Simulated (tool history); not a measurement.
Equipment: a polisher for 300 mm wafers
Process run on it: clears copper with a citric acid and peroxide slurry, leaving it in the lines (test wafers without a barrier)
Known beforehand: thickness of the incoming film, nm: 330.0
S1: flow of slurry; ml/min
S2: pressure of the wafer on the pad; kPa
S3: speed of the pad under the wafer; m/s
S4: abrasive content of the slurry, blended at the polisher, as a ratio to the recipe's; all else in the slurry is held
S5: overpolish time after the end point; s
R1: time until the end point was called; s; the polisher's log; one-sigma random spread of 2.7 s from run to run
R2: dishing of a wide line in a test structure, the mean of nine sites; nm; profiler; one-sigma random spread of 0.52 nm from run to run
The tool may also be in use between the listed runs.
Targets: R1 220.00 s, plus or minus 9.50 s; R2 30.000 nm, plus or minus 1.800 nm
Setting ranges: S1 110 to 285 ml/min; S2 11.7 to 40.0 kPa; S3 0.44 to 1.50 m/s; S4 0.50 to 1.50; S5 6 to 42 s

Run 1, day 0.000: S1 180 ml/min, S2 25.5 kPa, S3 0.96 m/s, S4 1.00, S5 21 s. Result: R1 132.10 s, R2 36.174 nm.
Run 2, day 0.229: S1 175 ml/min, S2 21.4 kPa, S3 0.96 m/s, S4 1.00, S5 23 s. Result: R1 154.98 s, R2 34.122 nm.
Run 3, day 0.496: S1 175 ml/min, S2 21.4 kPa, S3 0.96 m/s, S4 1.15, S5 23 s. Result: R1 151.14 s, R2 34.053 nm.
Run 4, day 0.721: S1 175 ml/min, S2 21.4 kPa, S3 0.76 m/s, S4 1.15, S5 23 s. Result: R1 186.39 s, R2 28.462 nm.
Run 5, day 0.967: S1 175 ml/min, S2 25.5 kPa, S3 0.76 m/s, S4 1.15, S5 23 s. Result: R1 159.48 s, R2 33.229 nm.
Run 6, day 1.096: S1 175 ml/min, S2 25.5 kPa, S3 0.76 m/s, S4 1.15, S5 17 s. Result: R1 158.69 s, R2 24.768 nm.
Run 7, day 1.383: S1 160 ml/min, S2 23.4 kPa, S3 0.76 m/s, S4 1.10, S5 20 s. Result: R1 177.93 s, R2 26.674 nm.
Run 8, day 1.725: S1 160 ml/min, S2 23.4 kPa, S3 0.76 m/s, S4 1.10, S5 20 s. Result: R1 173.70 s, R2 25.774 nm.
Run 9, day 1.788: S1 160 ml/min, S2 21.4 kPa, S3 0.76 m/s, S4 1.10, S5 23 s. Result: R1 195.20 s, R2 28.302 nm.
Run 10, day 2.038: S1 150 ml/min, S2 18.6 kPa, S3 0.76 m/s, S4 1.10, S5 26 s. Result: R1 220.01 s, R2 26.802 nm.
Run 11, day 2.142: S1 155 ml/min, S2 18.6 kPa, S3 0.76 m/s, S4 1.10, S5 27 s. Result: R1 218.92 s, R2 27.487 nm.

Pick the move, out of 5, that brings all results within their allowed miss; only one does.
Run A, day 2.246: S1 165 ml/min, S2 20.0 kPa, S3 0.72 m/s, S4 1.05, S5 34 s. Result: R1 ?, R2 ?.
Run B, day 2.246: S1 115 ml/min, S2 26.9 kPa, S3 0.64 m/s, S4 0.85, S5 31 s. Result: R1 ?, R2 ?.
Run C, day 2.246: S1 195 ml/min, S2 18.6 kPa, S3 0.74 m/s, S4 1.05, S5 29 s. Result: R1 ?, R2 ?.
Run D, day 2.246: S1 115 ml/min, S2 21.4 kPa, S3 0.80 m/s, S4 1.15, S5 30 s. Result: R1 ?, R2 ?.
Run E, day 2.246: S1 125 ml/min, S2 22.1 kPa, S3 0.76 m/s, S4 1.10, S5 30 s. Result: R1 ?, R2 ?.

move      R1      R2
   A  214.51  36.298
   B  205.02  35.175
   C  218.02  30.926
   D  193.53  35.669
   E  194.70  35.524
A: takes the result that was furthest off past its target
B: takes the result that was furthest off past its target
C: hits every target within its allowed miss
D: takes the result that was furthest off past its target
E: takes the result that was furthest off past its target
So the answer is move C, the one that meets all the targets.
